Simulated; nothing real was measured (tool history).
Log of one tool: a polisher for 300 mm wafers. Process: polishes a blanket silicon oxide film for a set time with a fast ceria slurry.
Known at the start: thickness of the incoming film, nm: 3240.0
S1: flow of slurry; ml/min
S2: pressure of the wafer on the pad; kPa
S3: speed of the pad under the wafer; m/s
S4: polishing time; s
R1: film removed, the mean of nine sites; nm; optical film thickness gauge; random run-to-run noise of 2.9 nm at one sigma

| run | hour | S1 | S2 | S3 | S4 | R1 |
|---|---|---|---|---|---|---|
| 1 | 0.0 | 310 | 14.5 | 0.78 | 87 | 773.19 |
| 2 | 5.4 | 345 | 14.5 | 0.78 | 87 | 772.95 |
| 3 | 10.7 | 345 | 17.2 | 0.78 | 87 | 917.99 |
| 4 | 11.3 | 345 | 17.2 | 0.78 | 92 | 967.25 |
| 5 | 13.3 | 345 | 15.2 | 0.70 | 91 | 743.78 |
| 6 | 17.3 | 345 | 13.8 | 0.66 | 91 | 657.67 |

Expected results for the next run?
| 7 | 18.9 | 345 | 12.4 | 0.62 | 91 | ? |

Run 7 measured R1 562.82 nm.

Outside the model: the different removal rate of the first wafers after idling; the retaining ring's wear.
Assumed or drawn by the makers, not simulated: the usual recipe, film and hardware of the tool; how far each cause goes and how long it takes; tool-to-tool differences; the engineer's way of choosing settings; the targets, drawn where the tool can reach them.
